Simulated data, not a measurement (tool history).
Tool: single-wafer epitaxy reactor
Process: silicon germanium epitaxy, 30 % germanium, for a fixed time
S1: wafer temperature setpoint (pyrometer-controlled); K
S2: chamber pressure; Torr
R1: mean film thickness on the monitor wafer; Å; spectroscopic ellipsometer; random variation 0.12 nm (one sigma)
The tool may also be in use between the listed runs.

| run | hour | S1 | S2 | R1 |
|---|---|---|---|---|
| 1 | 0 | 853.15 | 20.6 | 432.42 |
| 2 | 3.4 | 862.15 | 20.6 | 511.16 |
| 3 | 9.5 | 856.15 | 20.5 | 455.69 |
| 4 | 11.1 | 856.15 | 18.3 | 433.01 |
| 5 | 14.7 | 856.15 | 21.9 | 470.92 |
| 6 | 19.1 | 852.15 | 21.9 | 438.76 |

Forecast run 7:
| 7 | 27.9 | 849.15 | 21.9 | ? |

{"run 7": {"R1": 413.12}}

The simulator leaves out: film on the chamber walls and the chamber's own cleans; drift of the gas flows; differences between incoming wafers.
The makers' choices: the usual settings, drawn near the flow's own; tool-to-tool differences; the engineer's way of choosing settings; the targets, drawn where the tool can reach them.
